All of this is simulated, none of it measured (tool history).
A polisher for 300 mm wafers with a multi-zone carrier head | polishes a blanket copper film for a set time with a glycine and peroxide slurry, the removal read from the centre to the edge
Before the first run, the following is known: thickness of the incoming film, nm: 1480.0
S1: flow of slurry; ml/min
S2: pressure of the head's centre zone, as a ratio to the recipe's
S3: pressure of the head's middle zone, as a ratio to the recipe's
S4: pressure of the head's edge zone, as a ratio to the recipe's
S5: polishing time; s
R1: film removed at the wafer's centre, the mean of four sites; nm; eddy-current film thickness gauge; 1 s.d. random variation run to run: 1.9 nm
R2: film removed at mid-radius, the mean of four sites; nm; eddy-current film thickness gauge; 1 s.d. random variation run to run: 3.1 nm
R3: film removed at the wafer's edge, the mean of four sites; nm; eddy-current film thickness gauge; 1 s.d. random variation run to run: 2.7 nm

run,hour,S1,S2,S3,S4,S5,R1,R2,R3
1,0.0,250,1.00,1.00,1.00,66,388.03,377.48,384.64
2,2.5,195,1.00,1.00,1.00,66,371.37,368.71,372.59
3,7.2,150,1.00,1.00,1.00,66,347.83,353.20,358.36
4,10.7,150,1.00,1.00,1.00,55,291.88,289.97,307.64
5,14.9,150,1.00,0.95,1.00,55,289.56,282.91,303.98
6,21.4,150,1.00,0.95,1.07,55,289.74,284.17,310.81
7,22.0,150,1.01,0.98,1.02,54,290.47,282.65,301.52
8,29.7,170,1.04,1.08,0.92,52,290.34,306.39,281.92

The next listed run, before its measurement:
9,34.6,170,1.04,1.07,0.92,52,?,?,?

Run 9 produced R1 292.58 nm, R2 299.97 nm, R3 283.75 nm.

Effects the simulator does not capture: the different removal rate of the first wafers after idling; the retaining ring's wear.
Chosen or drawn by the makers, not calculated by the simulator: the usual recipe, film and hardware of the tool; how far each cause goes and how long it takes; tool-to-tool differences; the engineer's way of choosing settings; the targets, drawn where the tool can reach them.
